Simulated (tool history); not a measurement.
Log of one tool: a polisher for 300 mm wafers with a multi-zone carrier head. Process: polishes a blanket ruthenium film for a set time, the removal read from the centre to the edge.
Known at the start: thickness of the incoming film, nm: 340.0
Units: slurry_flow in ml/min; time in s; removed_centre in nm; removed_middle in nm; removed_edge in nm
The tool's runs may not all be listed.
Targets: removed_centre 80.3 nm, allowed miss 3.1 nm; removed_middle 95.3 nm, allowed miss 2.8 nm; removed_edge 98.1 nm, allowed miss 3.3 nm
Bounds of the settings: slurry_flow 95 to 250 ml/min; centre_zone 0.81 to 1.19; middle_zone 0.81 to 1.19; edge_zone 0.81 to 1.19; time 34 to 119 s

run	day	slurry_flow	centre_zone	middle_zone	edge_zone	time	removed_centre	removed_middle	removed_edge
1	0	160	1	1	1	76	103.4	103.18	106.11
2	0.2	160	1	1	0.93	76	104.45	103.85	102.18
3	0.525	155	0.97	1	0.93	76	101.74	102.6	100.13
4	0.712	155	1.01	1	0.93	76	104.9	102.09	101.54
5	0.829	155	1.01	1	0.87	76	105.98	102.82	97.509
6	1.142	155	1.01	1	0.81	76	104.56	101.75	94.209
7	1.462	150	0.98	1	0.84	76	99.735	101.42	95.724
8	1.683	145	0.96	1	0.85	76	99.672	101.52	96.812
9	1.896	140	0.94	1	0.87	75	93.029	99.293	93.74
10	1.933	135	0.93	1	0.89	75	92.64	98.847	96.894
11	2.262	130	0.92	1	0.9	75	90.526	98.569	94.283
12	2.633	125	0.91	0.99	0.92	75	89.14	94.228	96.497
13	2.871	125	0.9	0.99	0.93	75	87.494	97.719	96.123
14	3.121	120	0.89	0.99	0.94	75	85.731	94.049	95.985
15	3.425	120	0.88	0.99	0.95	75	84.593	96.019	98.035
16	3.654	120	0.87	0.99	0.95	75	85.625	96.125	96.612

Which of these 5 next moves meets every target?
A	3.883	100	0.81	1.05	1.01	84	?	?	?
B	3.883	110	0.89	0.88	1.05	78	?	?	?
C	3.883	100	0.81	1.04	1.01	83	?	?	?
D	3.883	125	0.81	0.95	0.92	77	?	?	?
E	3.883	115	0.81	1.07	0.9	72	?	?	?

move	removed_centre	removed_middle	removed_edge
A	81.133	103.76	107.1
B	85.803	88.64	103.7
C	80.163	101.87	105.83
D	80.336	95.336	98.481
E	73.208	94.187	89.593
A: brings the result that was furthest off to its target, and leaves another outside
B: further off than the last run
C: brings the result that was furthest off to its target, and leaves another outside
D: meets every target
E: takes the result that was furthest off past its target
The right move is D.

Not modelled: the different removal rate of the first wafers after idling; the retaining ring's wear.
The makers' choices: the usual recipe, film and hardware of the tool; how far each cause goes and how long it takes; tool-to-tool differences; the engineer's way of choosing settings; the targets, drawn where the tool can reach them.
